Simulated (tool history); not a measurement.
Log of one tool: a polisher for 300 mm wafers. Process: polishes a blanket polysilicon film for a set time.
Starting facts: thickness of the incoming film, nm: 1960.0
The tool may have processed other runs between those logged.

| run | hour | flow of slurry (ml/min) | pressure of the wafer on the pad (psi) | speed of the pad under the wafer (m/s) | polishing time (s) | film removed (nm) |
|---|---|---|---|---|---|---|
| 1 | 0 | 235 | 3.4 | 0.96 | 75 | 606.1 |
| 2 | 3.1 | 235 | 3.4 | 0.96 | 79 | 638.45 |
| 3 | 6.5 | 235 | 3.2 | 0.94 | 79 | 581.74 |
| 4 | 15.1 | 235 | 3 | 0.92 | 79 | 545.98 |
| 5 | 18.7 | 235 | 3 | 0.68 | 79 | 405.15 |
| 6 | 26.1 | 235 | 3 | 0.68 | 75 | 382.77 |
| 7 | 26.6 | 235 | 2.9 | 0.68 | 75 | 368.94 |
| 8 | 33.3 | 235 | 2.8 | 0.68 | 75 | 363.28 |

Run 9 has not been measured yet. What should we expect?
| 9 | 41.2 | 235 | 2.7 | 0.68 | 75 | ? |

Run 9 produced film removed (nm) 353.18.
